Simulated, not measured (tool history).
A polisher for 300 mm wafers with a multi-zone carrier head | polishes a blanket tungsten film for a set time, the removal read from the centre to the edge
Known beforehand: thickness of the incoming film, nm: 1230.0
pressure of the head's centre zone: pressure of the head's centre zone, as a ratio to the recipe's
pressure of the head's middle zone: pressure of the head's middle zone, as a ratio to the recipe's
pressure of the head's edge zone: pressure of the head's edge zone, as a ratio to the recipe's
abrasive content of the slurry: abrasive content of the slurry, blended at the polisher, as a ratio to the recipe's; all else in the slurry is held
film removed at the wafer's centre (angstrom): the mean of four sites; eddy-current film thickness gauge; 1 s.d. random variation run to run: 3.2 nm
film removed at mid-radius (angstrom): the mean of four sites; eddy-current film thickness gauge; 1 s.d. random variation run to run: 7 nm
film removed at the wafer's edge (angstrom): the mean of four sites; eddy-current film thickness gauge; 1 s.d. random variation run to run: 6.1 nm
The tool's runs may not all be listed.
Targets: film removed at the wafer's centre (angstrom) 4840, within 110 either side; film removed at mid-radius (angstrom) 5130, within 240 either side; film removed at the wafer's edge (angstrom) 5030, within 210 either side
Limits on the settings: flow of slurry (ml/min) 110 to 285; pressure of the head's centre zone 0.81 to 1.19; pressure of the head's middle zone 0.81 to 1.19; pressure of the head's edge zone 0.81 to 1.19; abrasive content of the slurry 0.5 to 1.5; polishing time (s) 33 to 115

run	hour	flow of slurry (ml/min)	pressure of the head's centre zone	pressure of the head's middle zone	pressure of the head's edge zone	abrasive content of the slurry	polishing time (s)	film removed at the wafer's centre (angstrom)	film removed at mid-radius (angstrom)	film removed at the wafer's edge (angstrom)
1	0	180	1	1	1	1	73	3920.9	4081.1	4021
2	7.4	190	1.01	1.02	1.03	1.1	73	4146	4242.7	4100.5
3	9.9	190	1.01	1.07	1.03	1.1	73	4163.7	4506.7	4144.3
4	12.3	190	1.01	1.07	1.03	1.25	73	4250.3	4454.8	4220.6
5	18.6	190	1.01	1.07	1.03	1.25	65	3717.5	4090.9	3813
6	24.4	190	1.01	1.07	1.03	1.1	65	3678	3931.5	3624.3
7	26.9	185	1.01	1.07	1.04	1.2	68	3887.6	4175.7	4032.5
8	31.6	185	1.02	1.09	1.06	1.25	69	4001.8	4415.1	4156.7
9	38	190	1.04	1.09	1.08	1.3	69	4199	4413.4	4178.3
10	45.6	190	1.04	1.1	1.1	1.35	70	4197.6	4547.5	4290.5
11	49.6	190	1.04	1.1	1.1	1.35	70	4240.1	4490.5	4214.3

5 candidate next runs follow, results not yet known. Just one meets every target within its allowed miss. Identify it.
A	53.6	140	1.01	1.06	1.09	1.25	83	?	?	?
B	53.6	220	1.01	1.17	1.12	1.3	74	?	?	?
C	53.6	245	1.1	1.14	1.03	1.3	53	?	?	?
D	53.6	125	0.87	0.89	1.19	1.5	76	?	?	?
E	53.6	175	1.05	1.1	1.17	1.25	82	?	?	?

move	film removed at the wafer's centre (angstrom)	film removed at mid-radius (angstrom)	film removed at the wafer's edge (angstrom)
A	4516.1	4763.9	4800.2
B	4457.4	5060.2	4637.3
C	3533.3	3592.8	3220
D	3575	3806.7	4695.4
E	4889.2	5084.9	5080.1
A: gains on the last run, yet a result remains outside its allowed miss
B: gains on the last run, yet a result remains outside its allowed miss
C: lands further from the targets than the last run did
D: lands further from the targets than the last run did
E: hits every target within its allowed miss
So the answer is move E, the one that meets all the targets.

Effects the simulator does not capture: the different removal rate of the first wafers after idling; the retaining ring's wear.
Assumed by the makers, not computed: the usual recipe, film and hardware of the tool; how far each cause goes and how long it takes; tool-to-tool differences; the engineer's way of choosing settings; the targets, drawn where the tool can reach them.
